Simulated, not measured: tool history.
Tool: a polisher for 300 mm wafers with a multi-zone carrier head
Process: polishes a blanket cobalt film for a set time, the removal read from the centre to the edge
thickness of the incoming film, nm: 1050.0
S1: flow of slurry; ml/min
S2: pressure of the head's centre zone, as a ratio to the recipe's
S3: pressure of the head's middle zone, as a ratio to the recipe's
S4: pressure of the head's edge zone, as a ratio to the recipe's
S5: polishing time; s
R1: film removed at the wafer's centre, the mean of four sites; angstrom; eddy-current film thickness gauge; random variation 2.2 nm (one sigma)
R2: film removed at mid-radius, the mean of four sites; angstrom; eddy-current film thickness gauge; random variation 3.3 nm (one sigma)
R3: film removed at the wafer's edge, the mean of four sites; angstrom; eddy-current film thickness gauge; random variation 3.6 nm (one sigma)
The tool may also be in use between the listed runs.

run	hour	S1	S2	S3	S4	S5	R1	R2	R3
1	0	285	1	1	1	60	3136.9	3164.1	3181.9
2	0.8	280	0.96	0.98	0.96	58	2944.5	3024.6	3074.8
3	9.3	280	0.94	0.98	0.95	55	2675.9	2867	2884.7
4	15.4	275	0.93	0.98	0.93	54	2591.9	2795.1	2903.4
5	21.6	275	0.93	0.98	1.01	54	2619.5	2844	2875.8
6	22.6	275	0.93	0.98	1.06	54	2627.7	2856.9	3012.4
7	25.4	275	0.93	0.99	1.02	53	2541	2809.6	2878.1

The next listed run, before its measurement:
8	26.2	275	0.93	0.99	1.02	53	?	?	?

R1: 2589.1 angstrom
R2: 2783.4 angstrom
R3: 3006.5 angstrom
